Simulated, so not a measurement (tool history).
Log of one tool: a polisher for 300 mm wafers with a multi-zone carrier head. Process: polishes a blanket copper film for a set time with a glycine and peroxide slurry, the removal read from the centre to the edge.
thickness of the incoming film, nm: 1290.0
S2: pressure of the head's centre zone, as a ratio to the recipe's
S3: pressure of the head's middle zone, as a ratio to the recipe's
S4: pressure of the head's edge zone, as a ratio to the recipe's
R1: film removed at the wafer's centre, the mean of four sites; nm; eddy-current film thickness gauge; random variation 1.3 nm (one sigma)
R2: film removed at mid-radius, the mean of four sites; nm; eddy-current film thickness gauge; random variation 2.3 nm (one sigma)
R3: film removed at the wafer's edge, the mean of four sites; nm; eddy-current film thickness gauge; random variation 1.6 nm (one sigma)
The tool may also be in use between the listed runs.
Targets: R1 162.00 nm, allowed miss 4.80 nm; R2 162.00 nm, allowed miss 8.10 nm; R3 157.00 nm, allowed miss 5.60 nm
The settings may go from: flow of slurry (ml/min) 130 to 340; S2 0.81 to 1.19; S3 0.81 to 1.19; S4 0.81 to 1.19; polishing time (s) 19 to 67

Run 1, day 0.000: flow of slurry (ml/min) 220, S2 1.00, S3 1.00, S4 1.00, polishing time (s) 43. Result: R1 225.52 nm, R2 214.92 nm, R3 208.90 nm.
Run 2, day 0.083: flow of slurry (ml/min) 220, S2 1.00, S3 1.00, S4 1.00, polishing time (s) 50. Result: R1 258.22 nm, R2 248.71 nm, R3 245.93 nm.
Run 3, day 0.167: flow of slurry (ml/min) 220, S2 1.00, S3 0.93, S4 1.00, polishing time (s) 50. Result: R1 255.83 nm, R2 240.87 nm, R3 243.12 nm.
Run 4, day 0.438: flow of slurry (ml/min) 220, S2 1.00, S3 0.93, S4 1.00, polishing time (s) 60. Result: R1 309.77 nm, R2 282.71 nm, R3 291.19 nm.
Run 5, day 0.646: flow of slurry (ml/min) 220, S2 1.00, S3 0.93, S4 1.00, polishing time (s) 51. Result: R1 258.37 nm, R2 243.76 nm, R3 252.97 nm.
Run 6, day 0.958: flow of slurry (ml/min) 245, S2 1.00, S3 0.93, S4 1.00, polishing time (s) 51. Result: R1 269.70 nm, R2 246.72 nm, R3 252.30 nm.
Run 7, day 1.079: flow of slurry (ml/min) 240, S2 0.98, S3 0.92, S4 0.97, polishing time (s) 45. Result: R1 232.10 nm, R2 212.55 nm, R3 221.10 nm.
Run 8, day 1.142: flow of slurry (ml/min) 230, S2 0.96, S3 0.95, S4 0.94, polishing time (s) 41. Result: R1 205.33 nm, R2 199.80 nm, R3 195.60 nm.
Run 9, day 1.400: flow of slurry (ml/min) 220, S2 0.95, S3 0.93, S4 0.91, polishing time (s) 39. Result: R1 191.97 nm, R2 187.68 nm, R3 182.21 nm.
Run 10, day 1.725: flow of slurry (ml/min) 210, S2 0.94, S3 0.91, S4 0.89, polishing time (s) 38. Result: R1 185.29 nm, R2 176.56 nm, R3 175.62 nm.
Run 11, day 2.050: flow of slurry (ml/min) 200, S2 0.93, S3 0.91, S4 0.87, polishing time (s) 38. Result: R1 179.92 nm, R2 179.50 nm, R3 174.14 nm.
Run 12, day 2.388: flow of slurry (ml/min) 195, S2 0.93, S3 0.90, S4 0.86, polishing time (s) 37. Result: R1 174.55 nm, R2 170.15 nm, R3 168.83 nm.
Run 13, day 2.529: flow of slurry (ml/min) 185, S2 0.93, S3 0.90, S4 0.85, polishing time (s) 37. Result: R1 174.13 nm, R2 166.70 nm, R3 167.84 nm.

5 next moves are on the table. One of them brings every result within its allowed miss. Which?
Run A, day 2.671: flow of slurry (ml/min) 150, S2 0.85, S3 0.85, S4 0.88, polishing time (s) 38. Result: R1 ?, R2 ?, R3 ?.
Run B, day 2.671: flow of slurry (ml/min) 160, S2 0.99, S3 0.85, S4 0.90, polishing time (s) 40. Result: R1 ?, R2 ?, R3 ?.
Run C, day 2.671: flow of slurry (ml/min) 145, S2 0.88, S3 0.81, S4 0.88, polishing time (s) 39. Result: R1 ?, R2 ?, R3 ?.
Run D, day 2.671: flow of slurry (ml/min) 230, S2 1.08, S3 0.96, S4 0.81, polishing time (s) 35. Result: R1 ?, R2 ?, R3 ?.
Run E, day 2.671: flow of slurry (ml/min) 225, S2 0.93, S3 0.95, S4 0.92, polishing time (s) 33. Result: R1 ?, R2 ?, R3 ?.

move      R1      R2      R3
   A  154.81  157.87  166.58
   B  190.06  168.46  179.00
   C  162.39  154.49  170.08
   D  193.28  173.59  156.27
   E  158.48  161.84  155.68
A: takes the result that was furthest off past its target
B: further off than the last run
C: brings the result that was furthest off to its target, and leaves another outside
D: further off than the last run
E: meets every target
The right move is E.
